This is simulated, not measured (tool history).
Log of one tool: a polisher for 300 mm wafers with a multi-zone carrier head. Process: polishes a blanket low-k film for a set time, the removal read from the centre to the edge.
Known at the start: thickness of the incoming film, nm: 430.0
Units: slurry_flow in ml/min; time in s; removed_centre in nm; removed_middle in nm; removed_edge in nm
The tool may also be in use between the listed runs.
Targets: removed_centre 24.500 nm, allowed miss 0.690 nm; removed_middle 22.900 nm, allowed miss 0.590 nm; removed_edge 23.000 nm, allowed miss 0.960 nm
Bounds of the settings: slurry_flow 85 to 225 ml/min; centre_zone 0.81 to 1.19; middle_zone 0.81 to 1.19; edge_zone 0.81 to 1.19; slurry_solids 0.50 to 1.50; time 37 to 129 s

{"run": 1, "hour": 0.0, "slurry_flow": 145, "centre_zone": 1.0, "middle_zone": 1.0, "edge_zone": 1.0, "slurry_solids": 1.0, "time": 83, "removed_centre": 19.762, "removed_middle": 21.263, "removed_edge": 21.63}
{"run": 2, "hour": 1.0, "slurry_flow": 145, "centre_zone": 1.0, "middle_zone": 1.0, "edge_zone": 1.0, "slurry_solids": 1.0, "time": 100, "removed_centre": 23.671, "removed_middle": 25.813, "removed_edge": 26.288}
{"run": 3, "hour": 8.9, "slurry_flow": 145, "centre_zone": 1.0, "middle_zone": 1.0, "edge_zone": 0.94, "slurry_solids": 1.0, "time": 100, "removed_centre": 23.934, "removed_middle": 25.567, "removed_edge": 25.61}
{"run": 4, "hour": 12.1, "slurry_flow": 140, "centre_zone": 1.01, "middle_zone": 0.99, "edge_zone": 0.92, "slurry_solids": 1.0, "time": 100, "removed_centre": 23.625, "removed_middle": 25.32, "removed_edge": 24.589}
{"run": 5, "hour": 18.5, "slurry_flow": 140, "centre_zone": 1.01, "middle_zone": 1.08, "edge_zone": 0.92, "slurry_solids": 1.0, "time": 100, "removed_centre": 23.975, "removed_middle": 27.211, "removed_edge": 24.771}
{"run": 6, "hour": 22.7, "slurry_flow": 140, "centre_zone": 1.01, "middle_zone": 1.08, "edge_zone": 0.87, "slurry_solids": 1.0, "time": 100, "removed_centre": 23.699, "removed_middle": 27.133, "removed_edge": 24.412}
{"run": 7, "hour": 24.8, "slurry_flow": 135, "centre_zone": 1.02, "middle_zone": 1.06, "edge_zone": 0.87, "slurry_solids": 1.0, "time": 100, "removed_centre": 23.85, "removed_middle": 26.463, "removed_edge": 23.862}
{"run": 8, "hour": 33.6, "slurry_flow": 130, "centre_zone": 1.03, "middle_zone": 1.04, "edge_zone": 0.88, "slurry_solids": 1.0, "time": 100, "removed_centre": 23.763, "removed_middle": 25.877, "removed_edge": 23.65}
{"run": 9, "hour": 35.3, "slurry_flow": 130, "centre_zone": 1.04, "middle_zone": 1.02, "edge_zone": 0.89, "slurry_solids": 1.0, "time": 100, "removed_centre": 24.366, "removed_middle": 25.633, "removed_edge": 23.771}
{"run": 10, "hour": 40.8, "slurry_flow": 125, "centre_zone": 1.04, "middle_zone": 1.0, "edge_zone": 0.89, "slurry_solids": 1.0, "time": 100, "removed_centre": 23.99, "removed_middle": 24.951, "removed_edge": 24.465}
{"run": 11, "hour": 43.8, "slurry_flow": 125, "centre_zone": 1.04, "middle_zone": 1.0, "edge_zone": 0.89, "slurry_solids": 1.0, "time": 100, "removed_centre": 24.053, "removed_middle": 24.973, "removed_edge": 23.929}
{"run": 12, "hour": 45.5, "slurry_flow": 120, "centre_zone": 1.05, "middle_zone": 0.99, "edge_zone": 0.89, "slurry_solids": 1.0, "time": 100, "removed_centre": 23.696, "removed_middle": 24.506, "removed_edge": 23.939}
{"run": 13, "hour": 51.6, "slurry_flow": 120, "centre_zone": 1.06, "middle_zone": 0.98, "edge_zone": 0.88, "slurry_solids": 1.0, "time": 100, "removed_centre": 23.985, "removed_middle": 24.075, "removed_edge": 23.673}
{"run": 14, "hour": 53.6, "slurry_flow": 120, "centre_zone": 1.06, "middle_zone": 0.98, "edge_zone": 0.88, "slurry_solids": 1.0, "time": 100, "removed_centre": 23.532, "removed_middle": 24.304, "removed_edge": 23.277}

5 next moves are on the table. One of them brings every result within its allowed miss. Which?
{"run": "A", "hour": 55.6, "slurry_flow": 120, "centre_zone": 1.13, "middle_zone": 0.92, "edge_zone": 0.93, "slurry_solids": 0.95, "time": 108, "removed_centre": "?", "removed_middle": "?", "removed_edge": "?"}
{"run": "B", "hour": 55.6, "slurry_flow": 110, "centre_zone": 1.08, "middle_zone": 0.93, "edge_zone": 0.91, "slurry_solids": 1.1, "time": 104, "removed_centre": "?", "removed_middle": "?", "removed_edge": "?"}
{"run": "C", "hour": 55.6, "slurry_flow": 125, "centre_zone": 1.07, "middle_zone": 1.03, "edge_zone": 0.82, "slurry_solids": 0.95, "time": 105, "removed_centre": "?", "removed_middle": "?", "removed_edge": "?"}
{"run": "D", "hour": 55.6, "slurry_flow": 115, "centre_zone": 1.03, "middle_zone": 1.09, "edge_zone": 0.85, "slurry_solids": 1.1, "time": 95, "removed_centre": "?", "removed_middle": "?", "removed_edge": "?"}
{"run": "E", "hour": 55.6, "slurry_flow": 135, "centre_zone": 1.15, "middle_zone": 0.98, "edge_zone": 0.96, "slurry_solids": 1.0, "time": 92, "removed_centre": "?", "removed_middle": "?", "removed_edge": "?"}

move=A removed_centre=26.670 removed_middle=24.495 removed_edge=25.225
move=B removed_centre=25.954 removed_middle=25.268 removed_edge=25.694
move=C removed_centre=24.829 removed_middle=26.454 removed_edge=23.291
move=D removed_centre=22.923 removed_middle=26.710 removed_edge=22.886
move=E removed_centre=24.579 removed_middle=23.281 removed_edge=22.881
A: further off than the last run
B: further off than the last run
C: further off than the last run
D: further off than the last run
E: meets every target
Answer: E
